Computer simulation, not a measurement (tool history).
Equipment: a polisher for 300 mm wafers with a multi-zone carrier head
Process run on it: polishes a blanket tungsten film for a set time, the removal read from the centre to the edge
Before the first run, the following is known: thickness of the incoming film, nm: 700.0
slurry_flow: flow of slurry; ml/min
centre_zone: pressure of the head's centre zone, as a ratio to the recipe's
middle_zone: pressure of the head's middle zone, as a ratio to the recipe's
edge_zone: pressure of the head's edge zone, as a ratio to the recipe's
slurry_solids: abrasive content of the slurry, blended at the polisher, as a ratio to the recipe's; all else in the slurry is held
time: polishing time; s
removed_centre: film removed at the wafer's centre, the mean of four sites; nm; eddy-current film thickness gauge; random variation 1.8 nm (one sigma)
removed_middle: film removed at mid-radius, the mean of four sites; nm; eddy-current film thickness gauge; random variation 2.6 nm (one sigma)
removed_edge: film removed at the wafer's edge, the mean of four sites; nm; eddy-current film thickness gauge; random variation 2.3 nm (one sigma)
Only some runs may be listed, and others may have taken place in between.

run,day,slurry_flow,centre_zone,middle_zone,edge_zone,slurry_solids,time,removed_centre,removed_middle,removed_edge
1,0,280,1,1,1,1,41,204.64,216.67,222.9
2,0.133,275,0.98,0.95,1,0.95,41,199.08,203.21,216.66
3,0.417,265,0.96,0.91,1.02,0.95,41,191.49,190.16,217.19
4,0.65,265,0.91,0.91,1.02,0.95,41,183.9,193.74,221.11
5,0.979,265,0.91,0.91,1.02,0.95,35,157.75,166.51,184.77
# day 1.342: centre zone pressure recalibrated
6,1.342,265,0.99,0.91,1.02,0.95,35,183.91,166.22,186.09
7,1.375,265,0.98,0.91,1.06,1,35,180.59,169.71,194.19
8,1.471,265,0.97,0.91,1.09,1,35,182.54,168.1,195.46
9,1.508,265,0.95,0.91,1.11,1.05,35,183.72,167.59,200.79
10,1.575,265,0.93,0.92,1.13,1.05,35,179.95,175.35,202.81
11,1.896,265,0.92,0.91,1.14,1.05,35,178.18,170.67,206.33
12,1.967,265,0.92,0.91,1.15,1.05,35,176.28,169.05,203.38

What does the tool deliver on the next run?
13,2.162,265,0.91,0.91,1.16,1.05,35,?,?,?

removed_centre: 180.05 nm
removed_middle: 166.97 nm
removed_edge: 205.3 nm

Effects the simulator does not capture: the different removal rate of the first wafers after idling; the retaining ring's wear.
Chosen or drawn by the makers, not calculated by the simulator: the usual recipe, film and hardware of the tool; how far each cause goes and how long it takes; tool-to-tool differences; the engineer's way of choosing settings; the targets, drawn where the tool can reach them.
